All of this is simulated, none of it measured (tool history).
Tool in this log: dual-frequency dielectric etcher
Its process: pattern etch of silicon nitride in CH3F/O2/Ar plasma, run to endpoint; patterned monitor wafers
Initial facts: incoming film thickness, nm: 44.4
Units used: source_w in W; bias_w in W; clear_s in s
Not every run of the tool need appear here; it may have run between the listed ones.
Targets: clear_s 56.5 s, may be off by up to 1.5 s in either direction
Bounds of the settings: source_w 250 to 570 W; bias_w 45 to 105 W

run	hour	source_w	bias_w	clear_s
1	0	410	75	65.825
2	2.3	430	77	63.902
3	5	470	77	61.656
4	8.4	470	66	64.824
5	9.4	490	68	62.891
6	11.3	500	70	61.935
# hour 18.1: wet clean of the chamber
7	18.1	500	70	64.025
8	18.6	510	75	62.625
9	26.7	520	80	61.244

4 next moves are on the table. One of them brings every result within its allowed miss. Which?
A	34.8	570	101	?
B	34.8	570	105	?
C	34.8	460	79	?
D	34.8	570	91	?

move	clear_s
A	54.577
B	53.872
C	64.034
D	56.48
A: carries the result that was furthest off beyond its target, to the other side
B: carries the result that was furthest off beyond its target, to the other side
C: its largest miss is bigger than the last run's
D: hits every target within its allowed miss
D meets every target.
